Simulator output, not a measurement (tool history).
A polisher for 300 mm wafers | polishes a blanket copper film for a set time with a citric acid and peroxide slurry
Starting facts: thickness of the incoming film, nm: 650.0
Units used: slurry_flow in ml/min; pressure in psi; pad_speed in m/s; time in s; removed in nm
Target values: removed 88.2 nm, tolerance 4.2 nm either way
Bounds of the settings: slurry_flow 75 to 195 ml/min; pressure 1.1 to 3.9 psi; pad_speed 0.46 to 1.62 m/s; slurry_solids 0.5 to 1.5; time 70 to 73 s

{"run": 1, "hour": 0.0, "slurry_flow": 125, "pressure": 2.5, "pad_speed": 1.04, "slurry_solids": 1, "time": 70, "removed": 118.64}
{"run": 2, "hour": 2.9, "slurry_flow": 125, "pressure": 2.5, "pad_speed": 1.04, "slurry_solids": 1.2, "time": 70, "removed": 124.16}
{"run": 3, "hour": 10.8, "slurry_flow": 150, "pressure": 2.5, "pad_speed": 1.04, "slurry_solids": 1.2, "time": 70, "removed": 125.77}
{"run": 4, "hour": 17.3, "slurry_flow": 150, "pressure": 3, "pad_speed": 1.04, "slurry_solids": 1.2, "time": 70, "removed": 151.03}
{"run": 5, "hour": 21.2, "slurry_flow": 160, "pressure": 3, "pad_speed": 1.04, "slurry_solids": 1.2, "time": 70, "removed": 151.95}
{"run": 6, "hour": 28.6, "slurry_flow": 190, "pressure": 3, "pad_speed": 1.04, "slurry_solids": 1.2, "time": 70, "removed": 159.39}
{"run": 7, "hour": 32.9, "slurry_flow": 190, "pressure": 2.7, "pad_speed": 1.02, "slurry_solids": 1.2, "time": 70, "removed": 139.42}
{"run": 8, "hour": 34.0, "slurry_flow": 190, "pressure": 2.7, "pad_speed": 1.02, "slurry_solids": 1.2, "time": 70, "removed": 142.44}
{"run": 9, "hour": 41.5, "slurry_flow": 185, "pressure": 2.5, "pad_speed": 1.02, "slurry_solids": 1.2, "time": 70, "removed": 131.09}
{"run": 10, "hour": 44.7, "slurry_flow": 185, "pressure": 2.3, "pad_speed": 1.02, "slurry_solids": 1.2, "time": 70, "removed": 118.68}
{"run": 11, "hour": 51.3, "slurry_flow": 185, "pressure": 2.2, "pad_speed": 1.02, "slurry_solids": 1.2, "time": 70, "removed": 116.01}
{"run": 12, "hour": 56.9, "slurry_flow": 160, "pressure": 1.5, "pad_speed": 1, "slurry_solids": 1.2, "time": 70, "removed": 75.394}
{"run": 13, "hour": 65.5, "slurry_flow": 160, "pressure": 1.6, "pad_speed": 1, "slurry_solids": 1.2, "time": 70, "removed": 82.61}

Next run, 5 choices. One meets every target within its allowed miss, the rest don't. Which?
{"run": "A", "hour": 74.1, "slurry_flow": 195, "pressure": 1.3, "pad_speed": 1.12, "slurry_solids": 1.15, "time": 73, "removed": "?"}
{"run": "B", "hour": 74.1, "slurry_flow": 155, "pressure": 1.8, "pad_speed": 1.08, "slurry_solids": 1.2, "time": 71, "removed": "?"}
{"run": "C", "hour": 74.1, "slurry_flow": 185, "pressure": 1.6, "pad_speed": 0.9, "slurry_solids": 1.2, "time": 70, "removed": "?"}
{"run": "D", "hour": 74.1, "slurry_flow": 140, "pressure": 1.5, "pad_speed": 1.26, "slurry_solids": 1.2, "time": 70, "removed": "?"}
{"run": "E", "hour": 74.1, "slurry_flow": 165, "pressure": 1.9, "pad_speed": 0.92, "slurry_solids": 1.2, "time": 73, "removed": "?"}

move=A removed=77.306
move=B removed=97.978
move=C removed=77.3
move=D removed=89.947
move=E removed=95.05
A: moves away from the targets compared with the last run
B: takes the biggest miss from the last run beyond its target
C: moves away from the targets compared with the last run
D: hits every target within its allowed miss
E: takes the biggest miss from the last run beyond its target
Move D is the one to make.

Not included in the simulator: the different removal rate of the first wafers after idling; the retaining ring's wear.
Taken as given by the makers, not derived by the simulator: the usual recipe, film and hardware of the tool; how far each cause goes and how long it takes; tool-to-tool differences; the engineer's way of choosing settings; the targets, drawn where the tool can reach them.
